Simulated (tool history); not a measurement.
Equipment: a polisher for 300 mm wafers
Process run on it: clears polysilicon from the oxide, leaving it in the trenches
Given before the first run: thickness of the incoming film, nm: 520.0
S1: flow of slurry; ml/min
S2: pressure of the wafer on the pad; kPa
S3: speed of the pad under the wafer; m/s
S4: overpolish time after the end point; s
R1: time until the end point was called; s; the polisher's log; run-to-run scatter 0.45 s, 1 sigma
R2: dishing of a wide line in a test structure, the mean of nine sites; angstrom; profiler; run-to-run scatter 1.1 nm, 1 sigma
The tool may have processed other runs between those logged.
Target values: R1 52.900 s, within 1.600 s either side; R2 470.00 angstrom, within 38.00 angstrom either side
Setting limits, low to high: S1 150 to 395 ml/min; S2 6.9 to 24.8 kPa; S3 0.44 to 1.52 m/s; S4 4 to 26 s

run	hour	S1	S2	S3	S4	R1	R2
1	0.0	250	15.9	0.98	13	40.965	516.67
2	6.6	250	17.9	0.98	13	36.790	517.34
3	13.4	305	17.9	0.98	13	35.634	516.24
4	18.1	305	17.2	0.98	12	36.533	516.06
5	22.2	300	16.5	0.98	11	37.953	514.37
6	23.7	300	16.5	0.98	9	37.635	488.74
7	28.2	295	15.9	0.98	9	39.566	495.85
8	36.4	290	15.2	0.98	9	41.533	471.35
9	42.4	285	14.5	0.98	9	43.169	463.04
10	45.8	280	14.5	0.98	10	42.911	499.35

Below are 5 possible settings for the next run. Only one of them brings all results inside the allowed miss of their targets. Which is it?
A	49.2	260	13.1	0.86	10	?	?
B	49.2	280	13.8	0.74	17	?	?
C	49.2	275	15.9	0.96	14	?	?
D	49.2	295	18.6	1.14	8	?	?
E	49.2	310	16.5	0.98	8	?	?

move	R1	R2
A	53.009	448.95
B	58.231	503.32
C	40.490	516.16
D	29.719	495.52
E	37.845	465.95
A: all results in spec
B: takes the biggest miss from the last run beyond its target
C: its largest miss is bigger than the last run's
D: its largest miss is bigger than the last run's
E: its largest miss is bigger than the last run's
So the answer is move A, the one that meets all the targets.

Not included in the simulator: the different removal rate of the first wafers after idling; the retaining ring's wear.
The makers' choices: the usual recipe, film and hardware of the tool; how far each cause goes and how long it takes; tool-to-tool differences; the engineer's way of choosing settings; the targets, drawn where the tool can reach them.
